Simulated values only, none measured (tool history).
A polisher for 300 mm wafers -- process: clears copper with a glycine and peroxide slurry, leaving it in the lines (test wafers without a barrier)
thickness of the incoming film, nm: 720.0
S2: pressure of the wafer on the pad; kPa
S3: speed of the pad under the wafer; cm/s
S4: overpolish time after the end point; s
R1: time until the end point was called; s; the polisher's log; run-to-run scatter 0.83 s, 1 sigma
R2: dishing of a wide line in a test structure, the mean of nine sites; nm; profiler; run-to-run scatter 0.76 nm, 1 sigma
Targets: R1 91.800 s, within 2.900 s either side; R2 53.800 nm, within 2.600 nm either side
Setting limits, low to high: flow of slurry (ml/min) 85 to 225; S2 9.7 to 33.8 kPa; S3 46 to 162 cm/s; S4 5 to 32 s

run 1 hour=0.0 | flow_of_slurry_(ml/min)=145 S2=21.4 S3=104 S4=16 | R1=115.420 R2=64.847
run 2 hour=1.4 | flow_of_slurry_(ml/min)=150 S2=22.1 S3=104 S4=15 | R1=110.000 R2=65.488
run 3 hour=5.8 | flow_of_slurry_(ml/min)=175 S2=22.1 S3=104 S4=15 | R1=111.490 R2=65.875
run 4 hour=8.1 | flow_of_slurry_(ml/min)=175 S2=22.8 S3=104 S4=14 | R1=105.530 R2=62.776
run 5 hour=15.0 | flow_of_slurry_(ml/min)=190 S2=22.8 S3=104 S4=14 | R1=104.450 R2=63.975
run 6 hour=22.6 | flow_of_slurry_(ml/min)=190 S2=23.4 S3=104 S4=13 | R1=101.710 R2=60.656
run 7 hour=29.8 | flow_of_slurry_(ml/min)=210 S2=26.2 S3=104 S4=9 | R1=92.882 R2=48.361
run 8 hour=30.4 | flow_of_slurry_(ml/min)=195 S2=26.2 S3=104 S4=11 | R1=92.068 R2=57.540

Next run, 4 choices. One meets every target within its allowed miss, the rest don't. Which?
run A hour=31.0 | flow_of_slurry_(ml/min)=205 S2=25.5 S3=108 S4=12 | R1=? R2=?
run B hour=31.0 | flow_of_slurry_(ml/min)=215 S2=26.2 S3=110 S4=12 | R1=? R2=?
run C hour=31.0 | flow_of_slurry_(ml/min)=210 S2=28.3 S3=96 S4=12 | R1=? R2=?
run D hour=31.0 | flow_of_slurry_(ml/min)=195 S2=25.5 S3=108 S4=10 | R1=? R2=?

move=A R1=91.593 R2=63.726
move=B R1=87.637 R2=66.099
move=C R1=92.910 R2=63.329
move=D R1=92.202 R2=54.412
A: moves away from the targets compared with the last run
B: moves away from the targets compared with the last run
C: moves away from the targets compared with the last run
D: all results land within tolerance of their targets
Correct choice: D, which meets every target
